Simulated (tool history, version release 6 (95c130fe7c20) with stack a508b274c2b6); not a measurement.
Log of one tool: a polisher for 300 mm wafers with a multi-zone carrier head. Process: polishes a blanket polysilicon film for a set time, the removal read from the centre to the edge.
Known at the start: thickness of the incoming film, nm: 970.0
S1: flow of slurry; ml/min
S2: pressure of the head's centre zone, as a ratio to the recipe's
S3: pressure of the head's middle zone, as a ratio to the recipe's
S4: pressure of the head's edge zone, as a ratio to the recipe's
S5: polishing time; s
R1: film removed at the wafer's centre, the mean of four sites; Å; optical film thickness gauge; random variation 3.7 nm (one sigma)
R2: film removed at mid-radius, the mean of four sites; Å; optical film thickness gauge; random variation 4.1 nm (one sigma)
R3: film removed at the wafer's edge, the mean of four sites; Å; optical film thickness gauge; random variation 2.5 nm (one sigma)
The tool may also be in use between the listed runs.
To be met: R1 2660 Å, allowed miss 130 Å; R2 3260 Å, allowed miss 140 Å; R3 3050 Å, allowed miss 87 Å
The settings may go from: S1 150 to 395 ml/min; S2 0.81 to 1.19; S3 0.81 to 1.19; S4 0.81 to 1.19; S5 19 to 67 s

| run | hour | S1 | S2 | S3 | S4 | S5 | R1 | R2 | R3 |
|---|---|---|---|---|---|---|---|---|---|
| 1 | 0 | 250 | 1 | 1 | 1 | 43 | 3360 | 3602.6 | 3665.8 |
| 2 | 6.3 | 250 | 1 | 1 | 0.92 | 43 | 3279.3 | 3623.7 | 3468.3 |
| 3 | 14.3 | 245 | 0.98 | 0.99 | 0.91 | 43 | 3263.7 | 3581.4 | 3510.4 |
| 4 | 22.6 | 245 | 0.97 | 1 | 0.9 | 42 | 3109.1 | 3520.1 | 3403.3 |
| 5 | 26.3 | 190 | 0.97 | 1 | 0.9 | 42 | 2916.1 | 3332 | 3275.3 |
| 6 | 27.6 | 190 | 0.97 | 0.95 | 0.9 | 42 | 2958.3 | 3226.3 | 3244.5 |
| 7 | 28.2 | 185 | 0.96 | 0.96 | 0.89 | 42 | 2943.2 | 3239.7 | 3253.7 |
|  | 29.2 | centre zone pressure recalibrated |
| 8 | 29.2 | 180 | 0.95 | 0.97 | 0.88 | 42 | 3210.4 | 3195 | 3210.3 |
| 9 | 36.3 | 250 | 1 | 1.04 | 0.96 | 34 | 2792.6 | 2949.9 | 2792.4 |
| 10 | 37.1 | 260 | 0.98 | 1.05 | 0.97 | 34 | 2735.6 | 2942.3 | 2825.5 |
| 11 | 41.9 | 270 | 0.96 | 1.07 | 0.98 | 34 | 2785.2 | 3060.2 | 2850.7 |
| 12 | 49.3 | 270 | 0.93 | 1.07 | 0.99 | 34 | 2654.4 | 2977 | 2902.2 |
| 13 | 52.1 | 300 | 0.91 | 1.17 | 1.03 | 35 | 2628 | 3307.8 | 3042.7 |

5 next moves are on the table. One of them brings every result within its allowed miss. Which?
| A | 54.9 | 315 | 0.82 | 1.12 | 1.12 | 35 | ? | ? | ? |
| B | 54.9 | 250 | 0.83 | 1.19 | 1.11 | 35 | ? | ? | ? |
| C | 54.9 | 270 | 0.9 | 1.15 | 1.06 | 35 | ? | ? | ? |
| D | 54.9 | 335 | 0.91 | 1.19 | 1.03 | 35 | ? | ? | ? |
| E | 54.9 | 220 | 0.81 | 1.19 | 0.99 | 38 | ? | ? | ? |

| move | R1 | R2 | R3 |
|---|---|---|---|
| A | 2448.3 | 3294.6 | 3164.9 |
| B | 2409.2 | 3378.5 | 3087.1 |
| C | 2641.1 | 3312.2 | 3048.3 |
| D | 2738.5 | 3487.3 | 3061.6 |
| E | 2502.3 | 3604.4 | 3147 |
A: brings the result that was furthest off to its target, and leaves another outside
B: brings the result that was furthest off to its target, and leaves another outside
C: meets every target
D: further off than the last run
E: further off than the last run
Answer: C
